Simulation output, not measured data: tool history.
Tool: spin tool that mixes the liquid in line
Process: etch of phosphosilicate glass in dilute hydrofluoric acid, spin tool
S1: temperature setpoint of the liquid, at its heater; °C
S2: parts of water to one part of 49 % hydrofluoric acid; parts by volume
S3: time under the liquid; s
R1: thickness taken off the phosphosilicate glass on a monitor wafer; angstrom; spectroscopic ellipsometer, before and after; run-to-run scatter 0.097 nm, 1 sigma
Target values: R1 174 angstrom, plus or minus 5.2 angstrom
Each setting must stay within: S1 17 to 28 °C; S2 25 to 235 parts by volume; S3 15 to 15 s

{"run": 1, "hour": 0.0, "S1": 20, "S2": 130, "S3": 15, "R1": 59.139}
{"run": 2, "hour": 7.7, "S1": 22.5, "S2": 100, "S3": 15, "R1": 89.05}
{"run": 3, "hour": 14.7, "S1": 24, "S2": 85, "S3": 15, "R1": 112.28}
{"run": 4, "hour": 18.6, "S1": 24, "S2": 40, "S3": 15, "R1": 253.67}
{"run": 5, "hour": 26.2, "S1": 23, "S2": 45, "S3": 15, "R1": 215.83}
{"run": 6, "hour": 32.8, "S1": 23, "S2": 25, "S3": 15, "R1": 398.8}
{"run": 7, "hour": 33.6, "S1": 24.5, "S2": 35, "S3": 15, "R1": 295}
{"run": 8, "hour": 36.9, "S1": 24.5, "S2": 45, "S3": 15, "R1": 229.15}
{"run": 9, "hour": 43.3, "S1": 25.5, "S2": 50, "S3": 15, "R1": 215.68}
{"run": 10, "hour": 45.1, "S1": 25.5, "S2": 55, "S3": 15, "R1": 191.15}

Next run, 4 choices. One meets every target within its allowed miss, the rest don't. Which?
{"run": "A", "hour": 46.9, "S1": 26, "S2": 50, "S3": 15, "R1": "?"}
{"run": "B", "hour": 46.9, "S1": 23.5, "S2": 50, "S3": 15, "R1": "?"}
{"run": "C", "hour": 46.9, "S1": 27.5, "S2": 55, "S3": 15, "R1": "?"}
{"run": "D", "hour": 46.9, "S1": 23, "S2": 55, "S3": 15, "R1": "?"}

move=A R1=219.42
move=B R1=198.35
move=C R1=210.15
move=D R1=175.49
A: misses by more than the last run did
B: misses by more than the last run did
C: misses by more than the last run did
D: every result within its allowed miss
Answer: D
